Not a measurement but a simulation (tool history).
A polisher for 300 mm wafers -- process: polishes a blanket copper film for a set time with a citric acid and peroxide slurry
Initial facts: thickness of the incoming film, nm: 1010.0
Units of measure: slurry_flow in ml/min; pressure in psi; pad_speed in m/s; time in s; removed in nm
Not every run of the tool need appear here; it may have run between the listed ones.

run 1 hour=0 | slurry_flow=130 pressure=2 pad_speed=0.8 slurry_solids=1 time=36 | removed=49.801
run 2 hour=1.9 | slurry_flow=135 pressure=2.1 pad_speed=0.8 slurry_solids=1 time=36 | removed=52.374
run 3 hour=10.5 | slurry_flow=135 pressure=2.1 pad_speed=0.8 slurry_solids=1 time=36 | removed=52.529
run 4 hour=18.1 | slurry_flow=105 pressure=2.1 pad_speed=0.8 slurry_solids=1 time=36 | removed=49.197
run 5 hour=22 | slurry_flow=105 pressure=2.1 pad_speed=0.8 slurry_solids=1 time=36 | removed=49.228
run 6 hour=23.4 | slurry_flow=105 pressure=2.1 pad_speed=0.94 slurry_solids=1 time=36 | removed=57.429
run 7 hour=30.9 | slurry_flow=115 pressure=2.1 pad_speed=0.94 slurry_solids=1 time=36 | removed=58.7
run 8 hour=31.5 | slurry_flow=125 pressure=2.1 pad_speed=0.94 slurry_solids=1 time=36 | removed=60.019
run 9 hour=33.2 | slurry_flow=135 pressure=2.1 pad_speed=0.94 slurry_solids=1 time=36 | removed=60.678
run 10 hour=42.1 | slurry_flow=140 pressure=2.2 pad_speed=0.94 slurry_solids=1 time=36 | removed=64.07
run 11 hour=43.4 | slurry_flow=145 pressure=2.2 pad_speed=0.94 slurry_solids=1 time=36 | removed=64.113

Predict the results of run 12:
run 12 hour=44.6 | slurry_flow=150 pressure=2.2 pad_speed=0.94 slurry_solids=1 time=36 | removed=?

removed: 65.299 nm
